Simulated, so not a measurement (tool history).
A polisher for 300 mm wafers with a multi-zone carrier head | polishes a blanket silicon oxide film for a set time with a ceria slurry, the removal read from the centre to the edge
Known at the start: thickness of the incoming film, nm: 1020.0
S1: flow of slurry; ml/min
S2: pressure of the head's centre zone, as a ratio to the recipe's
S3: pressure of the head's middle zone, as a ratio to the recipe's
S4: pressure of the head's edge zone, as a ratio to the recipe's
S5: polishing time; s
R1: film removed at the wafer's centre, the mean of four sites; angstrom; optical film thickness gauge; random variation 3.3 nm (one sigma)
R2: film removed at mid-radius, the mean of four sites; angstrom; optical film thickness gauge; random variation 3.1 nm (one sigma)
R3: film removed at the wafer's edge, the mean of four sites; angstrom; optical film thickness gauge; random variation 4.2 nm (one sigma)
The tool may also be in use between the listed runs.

Run 1, hour 0.0: S1 315 ml/min, S2 1.00, S3 1.00, S4 1.00, S5 53 s. Result: R1 2949.4 angstrom, R2 2837.8 angstrom, R3 2810.0 angstrom.
Run 2, hour 8.6: S1 330 ml/min, S2 1.03, S3 1.05, S4 1.04, S5 56 s. Result: R1 3238.7 angstrom, R2 3131.1 angstrom, R3 3021.2 angstrom.
Run 3, hour 10.7: S1 330 ml/min, S2 1.03, S3 0.96, S4 1.04, S5 56 s. Result: R1 3222.5 angstrom, R2 2897.6 angstrom, R3 3041.6 angstrom.
Run 4, hour 12.6: S1 340 ml/min, S2 1.05, S3 1.02, S4 1.06, S5 59 s. Result: R1 3484.8 angstrom, R2 3166.4 angstrom, R3 3271.9 angstrom.
Run 5, hour 17.3: S1 340 ml/min, S2 0.98, S3 1.02, S4 1.06, S5 59 s. Result: R1 3224.6 angstrom, R2 3239.9 angstrom, R3 3296.2 angstrom.
Run 6, hour 19.1: S1 340 ml/min, S2 0.98, S3 1.02, S4 1.09, S5 59 s. Result: R1 3226.2 angstrom, R2 3236.7 angstrom, R3 3331.4 angstrom.
Run 7, hour 25.0: S1 350 ml/min, S2 1.01, S3 1.07, S4 1.08, S5 61 s. Result: R1 3456.4 angstrom, R2 3485.9 angstrom, R3 3396.6 angstrom.

Run 8 comes next. What will it give?
Run 8, hour 32.1: S1 355 ml/min, S2 1.03, S3 1.10, S4 1.09, S5 63 s. Result: R1 ?, R2 ?, R3 ?.

{"run 8": {"R1": 3666.7, "R2": 3693.1, "R3": 3602.7}}
